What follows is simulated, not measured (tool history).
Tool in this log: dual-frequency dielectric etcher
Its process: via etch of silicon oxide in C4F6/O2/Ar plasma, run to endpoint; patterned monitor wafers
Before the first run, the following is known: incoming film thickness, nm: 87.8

run	hour	bias power (W)	source power (W)	Ar flow (sccm)	endpoint time (s)
1	0.0	482	320	255	20.601
2	8.0	439	320	255	21.630
3	10.5	471	330	254	20.722
4	18.1	471	330	288	21.040
5	20.7	500	340	286	19.965
6	25.3	563	340	286	18.942
7	33.7	573	340	286	18.794
8	38.9	582	340	286	18.797
9	40.3	591	340	286	18.589

Estimate the outcome of run 10 from the log above:
10	45.1	598	340	286	?

Run 10 came out at endpoint time (s) 18.382.

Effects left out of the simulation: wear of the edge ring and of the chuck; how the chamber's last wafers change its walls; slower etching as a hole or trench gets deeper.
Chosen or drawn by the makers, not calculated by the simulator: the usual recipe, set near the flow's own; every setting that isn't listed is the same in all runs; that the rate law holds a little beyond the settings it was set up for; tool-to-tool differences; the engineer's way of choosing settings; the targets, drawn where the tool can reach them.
